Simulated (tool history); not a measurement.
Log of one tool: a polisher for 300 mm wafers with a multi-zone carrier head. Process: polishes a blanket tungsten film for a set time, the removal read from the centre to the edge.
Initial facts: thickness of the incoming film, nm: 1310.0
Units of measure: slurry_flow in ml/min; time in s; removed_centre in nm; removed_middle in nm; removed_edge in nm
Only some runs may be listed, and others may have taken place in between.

run	hour	slurry_flow	centre_zone	middle_zone	edge_zone	slurry_solids	time	removed_centre	removed_middle	removed_edge
1	0	125	1	1	1	1	49	229.78	227.85	228.89
2	2.3	135	1.03	1.02	1.01	1.1	49	252.18	250.72	237.13
3	7	140	1.05	1.01	1.03	1.15	49	256.61	255.08	248.16
4	14	140	1.05	0.98	1.03	1.15	49	255.78	242.97	240.39
5	22.3	140	1.1	0.98	1.03	1.15	49	271.89	244.93	248.61
6	26.6	140	1.1	0.98	1.03	1.1	49	264.12	245.32	242.38
7	32.2	145	1.11	0.98	1.03	1.15	50	275.56	252.04	250.62

Run 8 comes next. What will it give?
8	36.4	150	1.12	0.98	1.02	1.2	51	?	?	?

Logged for run 8: removed_centre 292.95 nm, removed_middle 261.38 nm, removed_edge 258.72 nm.
